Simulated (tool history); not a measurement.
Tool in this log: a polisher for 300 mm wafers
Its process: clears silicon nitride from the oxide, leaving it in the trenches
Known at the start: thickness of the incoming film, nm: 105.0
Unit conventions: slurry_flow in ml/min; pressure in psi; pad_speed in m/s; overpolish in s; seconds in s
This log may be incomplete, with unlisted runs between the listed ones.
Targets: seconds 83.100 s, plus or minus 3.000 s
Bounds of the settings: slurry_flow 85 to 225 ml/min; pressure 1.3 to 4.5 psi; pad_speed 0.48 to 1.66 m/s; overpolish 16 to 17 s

| run | hour | slurry_flow | pressure | pad_speed | overpolish | seconds |
|---|---|---|---|---|---|---|
| 1 | 0.0 | 145 | 2.9 | 1.06 | 16 | 132.440 |
| 2 | 7.6 | 145 | 2.9 | 1.06 | 16 | 129.520 |
| 3 | 15.5 | 150 | 3.3 | 1.06 | 16 | 117.440 |
| 4 | 17.4 | 115 | 3.3 | 1.06 | 16 | 123.690 |
| 5 | 25.2 | 115 | 4.0 | 1.06 | 16 | 100.490 |
| 6 | 31.5 | 115 | 4.0 | 0.84 | 16 | 128.010 |
| 7 | 37.5 | 130 | 4.2 | 0.90 | 16 | 109.940 |
| 8 | 38.3 | 145 | 4.3 | 0.94 | 16 | 101.250 |
| 9 | 46.3 | 150 | 4.4 | 0.98 | 16 | 94.179 |
| 10 | 51.3 | 155 | 4.4 | 1.00 | 16 | 92.055 |
| 11 | 55.2 | 160 | 4.4 | 1.02 | 16 | 90.089 |

Next run, 4 choices. One meets every target within its allowed miss, the rest don't. Which?
| A | 59.1 | 180 | 4.5 | 1.18 | 16 | ? |
| B | 59.1 | 100 | 4.5 | 1.32 | 17 | ? |
| C | 59.1 | 175 | 4.4 | 0.96 | 17 | ? |
| D | 59.1 | 195 | 4.5 | 1.02 | 17 | ? |

| move | seconds |
|---|---|
| A | 74.557 |
| B | 76.046 |
| C | 93.523 |
| D | 84.870 |
A: takes the result that was furthest off past its target
B: takes the result that was furthest off past its target
C: further off than the last run
D: every result within its allowed miss
Correct choice: D, which meets every target
